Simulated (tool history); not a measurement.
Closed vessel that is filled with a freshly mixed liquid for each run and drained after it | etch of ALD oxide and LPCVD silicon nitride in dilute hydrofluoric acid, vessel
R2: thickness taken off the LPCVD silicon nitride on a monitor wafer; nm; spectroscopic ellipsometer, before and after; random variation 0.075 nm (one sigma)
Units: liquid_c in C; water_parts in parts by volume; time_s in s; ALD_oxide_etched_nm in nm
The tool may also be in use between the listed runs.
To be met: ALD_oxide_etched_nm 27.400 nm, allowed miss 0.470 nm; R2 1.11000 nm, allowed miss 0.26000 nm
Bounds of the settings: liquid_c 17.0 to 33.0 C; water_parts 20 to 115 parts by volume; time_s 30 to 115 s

Run 1, hour 0.0: liquid_c 25.0 C, water_parts 65 parts by volume, time_s 60 s. Result: ALD_oxide_etched_nm 11.347 nm, R2 0.41502 nm.
Run 2, hour 6.6: liquid_c 25.0 C, water_parts 65 parts by volume, time_s 85 s. Result: ALD_oxide_etched_nm 15.850 nm, R2 0.60882 nm.
Run 3, hour 8.2: liquid_c 26.0 C, water_parts 65 parts by volume, time_s 85 s. Result: ALD_oxide_etched_nm 16.693 nm, R2 0.64853 nm.
Run 4, hour 14.2: liquid_c 26.0 C, water_parts 65 parts by volume, time_s 70 s. Result: ALD_oxide_etched_nm 13.698 nm, R2 0.51606 nm.
Run 5, hour 18.9: liquid_c 27.0 C, water_parts 60 parts by volume, time_s 70 s. Result: ALD_oxide_etched_nm 15.596 nm, R2 0.60362 nm.
Run 6, hour 20.9: liquid_c 27.0 C, water_parts 40 parts by volume, time_s 70 s. Result: ALD_oxide_etched_nm 23.881 nm, R2 0.97023 nm.
Run 7, hour 28.4: liquid_c 27.5 C, water_parts 40 parts by volume, time_s 70 s. Result: ALD_oxide_etched_nm 24.480 nm, R2 0.98666 nm.
Run 8, hour 37.4: liquid_c 27.5 C, water_parts 40 parts by volume, time_s 70 s. Result: ALD_oxide_etched_nm 24.485 nm, R2 0.87466 nm.
Run 9, hour 41.1: liquid_c 28.0 C, water_parts 40 parts by volume, time_s 70 s. Result: ALD_oxide_etched_nm 25.026 nm, R2 0.99140 nm.
Run 10, hour 43.0: liquid_c 29.0 C, water_parts 40 parts by volume, time_s 70 s. Result: ALD_oxide_etched_nm 26.101 nm, R2 1.13860 nm.

Which of these 4 next moves meets every target?
Run A, hour 44.9: liquid_c 30.5 C, water_parts 45 parts by volume, time_s 75 s. Result: ALD_oxide_etched_nm ?, R2 ?.
Run B, hour 44.9: liquid_c 26.5 C, water_parts 35 parts by volume, time_s 65 s. Result: ALD_oxide_etched_nm ?, R2 ?.
Run C, hour 44.9: liquid_c 26.0 C, water_parts 35 parts by volume, time_s 75 s. Result: ALD_oxide_etched_nm ?, R2 ?.
Run D, hour 44.9: liquid_c 28.5 C, water_parts 40 parts by volume, time_s 75 s. Result: ALD_oxide_etched_nm ?, R2 ?.

move  ALD_oxide_etched_nm       R2
   A               26.090  1.19240
   B               25.140  1.01710
   C               28.420  1.13500
   D               27.321  1.17570
A: as far off as the last run
B: further off than the last run
C: takes the result that was furthest off past its target
D: meets every target
Move D is the one to make.
